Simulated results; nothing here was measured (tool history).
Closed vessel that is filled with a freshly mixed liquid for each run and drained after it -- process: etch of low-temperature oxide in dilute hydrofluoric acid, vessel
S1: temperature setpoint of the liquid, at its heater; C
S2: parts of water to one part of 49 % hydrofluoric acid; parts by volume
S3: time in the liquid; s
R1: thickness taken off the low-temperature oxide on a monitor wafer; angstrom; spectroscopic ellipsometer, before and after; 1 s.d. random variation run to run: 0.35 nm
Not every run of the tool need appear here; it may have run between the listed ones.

Run 1, day 0.000: S1 26.0 C, S2 105 parts by volume, S3 165 s. Result: R1 366.38 angstrom.
Run 2, day 0.300: S1 28.0 C, S2 95 parts by volume, S3 165 s. Result: R1 441.21 angstrom.
Run 3, day 0.446: S1 29.5 C, S2 95 parts by volume, S3 165 s. Result: R1 465.45 angstrom.
Run 4, day 0.496: S1 29.5 C, S2 75 parts by volume, S3 165 s. Result: R1 607.12 angstrom.
Run 5, day 0.746: S1 29.5 C, S2 105 parts by volume, S3 165 s. Result: R1 418.29 angstrom.
Run 6, day 1.100: S1 30.5 C, S2 95 parts by volume, S3 165 s. Result: R1 486.71 angstrom.
Run 7, day 1.171: S1 31.5 C, S2 85 parts by volume, S3 165 s. Result: R1 571.41 angstrom.
Run 8, day 1.525: S1 32.0 C, S2 80 parts by volume, S3 165 s. Result: R1 627.26 angstrom.
Run 9, day 1.621: S1 32.5 C, S2 75 parts by volume, S3 165 s. Result: R1 681.79 angstrom.

Run 10 has not been measured yet. What should we expect?
Run 10, day 1.912: S1 33.0 C, S2 75 parts by volume, S3 165 s. Result: R1 ?.

R1: 693.91 angstrom

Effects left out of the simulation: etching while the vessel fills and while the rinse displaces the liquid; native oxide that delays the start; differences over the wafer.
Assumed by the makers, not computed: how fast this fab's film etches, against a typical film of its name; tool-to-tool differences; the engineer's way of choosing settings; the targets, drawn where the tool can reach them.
